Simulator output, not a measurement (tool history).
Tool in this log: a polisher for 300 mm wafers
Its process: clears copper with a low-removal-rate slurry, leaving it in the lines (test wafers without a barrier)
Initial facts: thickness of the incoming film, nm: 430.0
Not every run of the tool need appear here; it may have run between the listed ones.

run	day	flow of slurry (ml/min)	pressure of the wafer on the pad (kPa)	speed of the pad under the wafer (m/s)	abrasive content of the slurry	overpolish time after the end point (s)	time until the end point was called (s)	dishing of a wide line in a test structure (nm)
1	0.000	235	22.8	1.40	1.00	19	123.440	56.990
2	0.258	235	22.8	1.52	1.00	16	110.670	53.488
3	0.483	235	22.8	1.52	1.00	19	110.940	60.625
4	0.638	230	20.7	1.68	1.05	16	111.200	52.251
5	0.967	230	20.7	1.86	1.05	16	99.063	58.258
# day 1.183: worn pad replaced by a new one
6	1.183	235	20.0	1.94	1.15	13	92.377	52.874

Estimate the outcome of run 7 from the log above:
7	1.433	270	17.9	2.00	1.25	11	?	?

Run 7 produced time until the end point was called (s) 95.235, dishing of a wide line in a test structure (nm) 44.854.

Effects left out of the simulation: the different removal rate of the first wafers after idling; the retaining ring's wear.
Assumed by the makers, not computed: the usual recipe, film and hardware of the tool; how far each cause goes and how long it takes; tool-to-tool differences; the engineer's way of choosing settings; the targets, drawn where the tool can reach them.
